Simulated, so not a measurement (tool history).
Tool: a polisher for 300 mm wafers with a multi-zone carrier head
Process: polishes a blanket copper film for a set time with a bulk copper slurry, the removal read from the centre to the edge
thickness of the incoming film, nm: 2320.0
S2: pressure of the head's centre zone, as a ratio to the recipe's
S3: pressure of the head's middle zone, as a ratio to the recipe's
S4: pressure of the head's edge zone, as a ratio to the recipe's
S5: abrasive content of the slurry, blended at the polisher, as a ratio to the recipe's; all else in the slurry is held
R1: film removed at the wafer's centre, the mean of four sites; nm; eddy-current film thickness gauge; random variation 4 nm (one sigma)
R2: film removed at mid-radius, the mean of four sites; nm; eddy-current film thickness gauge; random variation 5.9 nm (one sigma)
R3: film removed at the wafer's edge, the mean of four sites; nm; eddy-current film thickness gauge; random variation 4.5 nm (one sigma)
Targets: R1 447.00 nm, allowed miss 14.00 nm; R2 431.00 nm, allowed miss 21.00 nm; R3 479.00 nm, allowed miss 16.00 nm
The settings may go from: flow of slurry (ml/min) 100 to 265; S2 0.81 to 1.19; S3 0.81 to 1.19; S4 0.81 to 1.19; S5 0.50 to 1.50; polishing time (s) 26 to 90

Run 1, day 0.000: flow of slurry (ml/min) 170, S2 1.00, S3 1.00, S4 1.00, S5 1.00, polishing time (s) 58. Result: R1 547.86 nm, R2 549.76 nm, R3 563.90 nm.
Run 2, day 0.325: flow of slurry (ml/min) 170, S2 1.00, S3 1.00, S4 1.00, S5 1.00, polishing time (s) 52. Result: R1 493.82 nm, R2 490.56 nm, R3 500.15 nm.
Run 3, day 0.438: flow of slurry (ml/min) 155, S2 0.99, S3 0.97, S4 1.00, S5 1.00, polishing time (s) 52. Result: R1 480.05 nm, R2 469.29 nm, R3 506.73 nm.
Run 4, day 0.800: flow of slurry (ml/min) 155, S2 0.99, S3 0.97, S4 1.00, S5 1.00, polishing time (s) 44. Result: R1 408.00 nm, R2 395.65 nm, R3 419.39 nm.
Run 5, day 1.054: flow of slurry (ml/min) 155, S2 0.99, S3 0.97, S4 1.00, S5 1.00, polishing time (s) 37. Result: R1 338.85 nm, R2 337.55 nm, R3 360.62 nm.
Run 6, day 1.279: flow of slurry (ml/min) 155, S2 0.99, S3 1.02, S4 1.00, S5 1.00, polishing time (s) 37. Result: R1 335.26 nm, R2 350.21 nm, R3 350.76 nm.
Run 7, day 1.429: flow of slurry (ml/min) 175, S2 1.00, S3 1.00, S4 1.05, S5 1.15, polishing time (s) 38. Result: R1 376.16 nm, R2 379.33 nm, R3 389.52 nm.
Run 8, day 1.604: flow of slurry (ml/min) 190, S2 0.99, S3 0.98, S4 1.09, S5 1.25, polishing time (s) 39. Result: R1 381.57 nm, R2 386.11 nm, R3 417.21 nm.
Run 9, day 1.879: flow of slurry (ml/min) 200, S2 1.01, S3 0.98, S4 1.12, S5 1.35, polishing time (s) 40. Result: R1 417.45 nm, R2 397.83 nm, R3 439.96 nm.
Run 10, day 2.142: flow of slurry (ml/min) 210, S2 1.01, S3 0.99, S4 1.14, S5 1.40, polishing time (s) 40. Result: R1 426.33 nm, R2 419.87 nm, R3 457.62 nm.
Run 11, day 2.362: flow of slurry (ml/min) 220, S2 1.01, S3 0.99, S4 1.15, S5 1.40, polishing time (s) 40. Result: R1 421.39 nm, R2 416.12 nm, R3 459.04 nm.
Run 12, day 2.471: flow of slurry (ml/min) 225, S2 1.02, S3 0.99, S4 1.16, S5 1.40, polishing time (s) 40. Result: R1 418.47 nm, R2 406.79 nm, R3 460.35 nm.
Run 13, day 2.654: flow of slurry (ml/min) 235, S2 1.06, S3 1.03, S4 1.17, S5 1.50, polishing time (s) 41. Result: R1 463.75 nm, R2 438.46 nm, R3 482.77 nm.

Which of these 4 next moves meets every target?
Run A, day 2.838: flow of slurry (ml/min) 225, S2 1.02, S3 0.98, S4 1.15, S5 1.45, polishing time (s) 42. Result: R1 ?, R2 ?, R3 ?.
Run B, day 2.838: flow of slurry (ml/min) 240, S2 0.95, S3 1.03, S4 1.19, S5 1.45, polishing time (s) 44. Result: R1 ?, R2 ?, R3 ?.
Run C, day 2.838: flow of slurry (ml/min) 235, S2 1.06, S3 0.94, S4 1.19, S5 1.50, polishing time (s) 43. Result: R1 ?, R2 ?, R3 ?.
Run D, day 2.838: flow of slurry (ml/min) 260, S2 0.95, S3 1.01, S4 1.19, S5 1.35, polishing time (s) 44. Result: R1 ?, R2 ?, R3 ?.

move      R1      R2      R3
   A  453.12  433.99  483.19
   B  451.52  478.06  517.73
   C  484.90  433.99  508.78
   D  450.17  468.39  514.72
A: meets every target
B: brings the result that was furthest off to its target, and leaves another outside
C: further off than the last run
D: brings the result that was furthest off to its target, and leaves another outside
The right move is A.
